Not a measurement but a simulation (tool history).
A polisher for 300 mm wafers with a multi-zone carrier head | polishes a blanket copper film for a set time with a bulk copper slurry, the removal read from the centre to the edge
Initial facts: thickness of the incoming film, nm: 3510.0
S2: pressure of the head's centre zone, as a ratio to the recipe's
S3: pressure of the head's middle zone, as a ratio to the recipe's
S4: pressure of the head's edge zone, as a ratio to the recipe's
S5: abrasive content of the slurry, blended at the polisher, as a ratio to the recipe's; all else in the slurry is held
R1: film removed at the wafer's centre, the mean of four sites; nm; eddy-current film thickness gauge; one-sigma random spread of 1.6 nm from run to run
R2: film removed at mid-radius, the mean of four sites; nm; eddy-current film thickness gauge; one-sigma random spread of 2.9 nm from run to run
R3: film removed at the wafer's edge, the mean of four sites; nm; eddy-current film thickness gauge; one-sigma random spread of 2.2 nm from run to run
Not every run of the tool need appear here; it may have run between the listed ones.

run 1 day=0.000 | flow_of_slurry_(ml/min)=165 S2=1.00 S3=1.00 S4=1.00 S5=1.00 polishing_time_(s)=37 | R1=345.65 R2=346.69 R3=366.12
run 2 day=0.279 | flow_of_slurry_(ml/min)=165 S2=1.00 S3=1.00 S4=1.05 S5=1.00 polishing_time_(s)=37 | R1=348.81 R2=351.27 R3=369.20
run 3 day=0.558 | flow_of_slurry_(ml/min)=170 S2=1.01 S3=1.00 S4=1.02 S5=0.85 polishing_time_(s)=34 | R1=316.29 R2=305.54 R3=316.01
run 4 day=0.779 | flow_of_slurry_(ml/min)=165 S2=0.99 S3=0.99 S4=0.99 S5=0.75 polishing_time_(s)=34 | R1=295.12 R2=293.67 R3=306.28
run 5 day=1.112 | flow_of_slurry_(ml/min)=165 S2=0.99 S3=1.03 S4=0.99 S5=0.75 polishing_time_(s)=34 | R1=293.72 R2=310.79 R3=302.81
run 6 day=1.133 | flow_of_slurry_(ml/min)=165 S2=0.99 S3=1.03 S4=1.03 S5=0.75 polishing_time_(s)=34 | R1=294.00 R2=306.27 R3=310.80
run 7 day=1.438 | flow_of_slurry_(ml/min)=120 S2=0.98 S3=0.93 S4=0.93 S5=0.50 polishing_time_(s)=33 | R1=233.30 R2=225.06 R3=246.42
run 8 day=1.654 | flow_of_slurry_(ml/min)=130 S2=0.99 S3=0.94 S4=0.91 S5=0.50 polishing_time_(s)=33 | R1=242.86 R2=236.36 R3=246.79

For run 9, what comes out?
run 9 day=1.925 | flow_of_slurry_(ml/min)=135 S2=0.99 S3=0.94 S4=0.91 S5=0.50 polishing_time_(s)=33 | R1=? R2=? R3=?

{"run 9": {"R1": 244.12, "R2": 240.44, "R3": 246.99}}
